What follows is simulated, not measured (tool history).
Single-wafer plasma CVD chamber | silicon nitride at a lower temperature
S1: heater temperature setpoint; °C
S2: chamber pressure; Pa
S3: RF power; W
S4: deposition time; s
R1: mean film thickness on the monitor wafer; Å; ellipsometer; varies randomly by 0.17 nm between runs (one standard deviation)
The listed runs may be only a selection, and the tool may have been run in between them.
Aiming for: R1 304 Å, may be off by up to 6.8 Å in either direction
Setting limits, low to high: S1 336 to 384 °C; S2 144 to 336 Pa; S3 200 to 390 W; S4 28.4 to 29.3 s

run,hour,S1,S2,S3,S4,R1
1,0,360,240,295,28.4,358.46
2,2.4,360,231,290,28.4,349.77
3,7.3,360,221,285,28.4,339.85
4,12.7,360,239,285,28.4,350.31
5,19,351,239,285,28.4,348.33
6,25.5,351,228,280,28.4,340.59
7,33.9,351,219,280,28.4,337.56
8,39.4,351,211,275,28.4,326.52
9,47.6,351,205,275,28.4,326.68
10,53.8,351,200,275,28.4,324.66
11,61.5,351,195,275,28.4,319.42
12,63.3,351,191,275,28.4,319.85
13,70.7,351,187,275,28.4,314.37
14,76.7,351,184,275,28.4,318.4
15,77.5,351,184,275,28.4,315.63

Pick the move, out of 5, that brings all results within their allowed miss; only one does.
A,78.3,351,180,270,29,?
B,78.3,358,152,265,29.3,?
C,78.3,352,205,265,29.1,?
D,78.3,349,180,270,29.1,?
E,78.3,336,180,270,29.3,?

move,R1
A,314.86
B,299.42
C,320.6
D,316.16
E,319.68
A: closes in on the targets versus the last run, not all within tolerance yet
B: in spec on every target
C: moves away from the targets compared with the last run
D: no nearer and no further than the last run
E: moves away from the targets compared with the last run
So the answer is move B, the one that meets all the targets.
